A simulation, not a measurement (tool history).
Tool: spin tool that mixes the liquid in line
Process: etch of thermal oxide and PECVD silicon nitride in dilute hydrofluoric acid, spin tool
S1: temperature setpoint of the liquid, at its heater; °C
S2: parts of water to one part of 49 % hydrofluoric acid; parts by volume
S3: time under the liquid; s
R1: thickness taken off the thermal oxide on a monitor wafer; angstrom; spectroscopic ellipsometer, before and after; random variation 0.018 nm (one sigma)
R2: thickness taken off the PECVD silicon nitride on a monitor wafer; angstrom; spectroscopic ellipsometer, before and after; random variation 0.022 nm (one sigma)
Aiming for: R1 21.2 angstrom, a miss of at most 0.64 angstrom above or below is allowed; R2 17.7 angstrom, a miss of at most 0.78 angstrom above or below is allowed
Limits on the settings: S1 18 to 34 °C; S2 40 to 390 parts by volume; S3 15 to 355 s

{"run": 1, "hour": 0.0, "S1": 26, "S2": 215, "S3": 180, "R1": 37.827, "R2": 26.024}
{"run": 2, "hour": 6.6, "S1": 26.5, "S2": 260, "S3": 190, "R1": 31.493, "R2": 22.971}
{"run": 3, "hour": 9.8, "S1": 26.5, "S2": 260, "S3": 115, "R1": 19.519, "R2": 14.125}
{"run": 4, "hour": 17.0, "S1": 28, "S2": 265, "S3": 115, "R1": 20.009, "R2": 15.18}
{"run": 5, "hour": 20.2, "S1": 29, "S2": 270, "S3": 115, "R1": 20.067, "R2": 16.018}
{"run": 6, "hour": 22.8, "S1": 29, "S2": 345, "S3": 115, "R1": 14.61, "R2": 12.555}
{"run": 7, "hour": 26.1, "S1": 29.5, "S2": 315, "S3": 110, "R1": 16.334, "R2": 13.433}
{"run": 8, "hour": 32.3, "S1": 29.5, "S2": 315, "S3": 110, "R1": 16, "R2": 13.349}
{"run": 9, "hour": 36.2, "S1": 32, "S2": 265, "S3": 100, "R1": 19.796, "R2": 16.768}
{"run": 10, "hour": 40.6, "S1": 32, "S2": 260, "S3": 100, "R1": 20.292, "R2": 17.401}

Which one of the following 5 next-run settings gets every result inside its allowed miss? There is exactly one.
{"run": "A", "hour": 45.0, "S1": 31.5, "S2": 300, "S3": 115, "R1": "?", "R2": "?"}
{"run": "B", "hour": 45.0, "S1": 30.5, "S2": 285, "S3": 125, "R1": "?", "R2": "?"}
{"run": "C", "hour": 45.0, "S1": 31, "S2": 350, "S3": 145, "R1": "?", "R2": "?"}
{"run": "D", "hour": 45.0, "S1": 33.5, "S2": 275, "S3": 100, "R1": "?", "R2": "?"}
{"run": "E", "hour": 45.0, "S1": 32, "S2": 285, "S3": 110, "R1": "?", "R2": "?"}

move=A R1=19.215 R2=16.37
move=B R1=21.657 R2=17.723
move=C R1=19.353 R2=17.102
move=D R1=19.986 R2=17.446
move=E R1=19.996 R2=16.99
A: the biggest miss grows against the last run
B: hits every target within its allowed miss
C: the biggest miss grows against the last run
D: the biggest miss grows against the last run
E: the biggest miss grows against the last run
Go with B: it meets all targets.

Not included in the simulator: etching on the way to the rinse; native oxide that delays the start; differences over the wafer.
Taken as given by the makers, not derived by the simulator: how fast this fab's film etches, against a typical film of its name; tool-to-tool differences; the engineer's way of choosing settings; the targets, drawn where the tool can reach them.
